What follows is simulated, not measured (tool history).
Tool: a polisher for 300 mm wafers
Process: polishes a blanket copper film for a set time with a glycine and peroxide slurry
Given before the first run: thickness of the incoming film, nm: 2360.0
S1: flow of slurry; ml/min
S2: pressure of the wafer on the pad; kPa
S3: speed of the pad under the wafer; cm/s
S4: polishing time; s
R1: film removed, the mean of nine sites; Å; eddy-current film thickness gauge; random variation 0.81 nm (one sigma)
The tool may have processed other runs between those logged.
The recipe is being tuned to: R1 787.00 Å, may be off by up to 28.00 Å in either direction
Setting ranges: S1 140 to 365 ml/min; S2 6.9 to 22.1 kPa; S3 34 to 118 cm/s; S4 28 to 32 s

run,hour,S1,S2,S3,S4,R1
1,0.0,235,14.5,76,32,955.65
2,7.4,235,13.8,76,32,935.33
3,16.2,235,13.1,76,32,897.90
4,21.7,275,13.1,76,32,916.75
5,26.0,235,13.1,76,32,902.58
6,26.8,200,13.1,76,32,881.18
7,28.0,200,12.4,76,32,854.08
# hour 29.6: worn pad replaced by a new one
8,29.6,200,11.7,76,32,927.99

4 next moves are on the table. One of them brings every result within its allowed miss. Which?
A,31.2,170,14.5,66,28,?
B,31.2,225,11.0,62,28,?
C,31.2,180,13.1,72,29,?
D,31.2,210,12.4,62,29,?

move,R1
A,838.31
B,728.18
C,861.34
D,796.60
A: nearer than the last run, and not there yet
B: moves the result that the last run missed by most past its target, out the other side
C: nearer than the last run, and not there yet
D: every result within its allowed miss
So the answer is move D, the one that meets all the targets.

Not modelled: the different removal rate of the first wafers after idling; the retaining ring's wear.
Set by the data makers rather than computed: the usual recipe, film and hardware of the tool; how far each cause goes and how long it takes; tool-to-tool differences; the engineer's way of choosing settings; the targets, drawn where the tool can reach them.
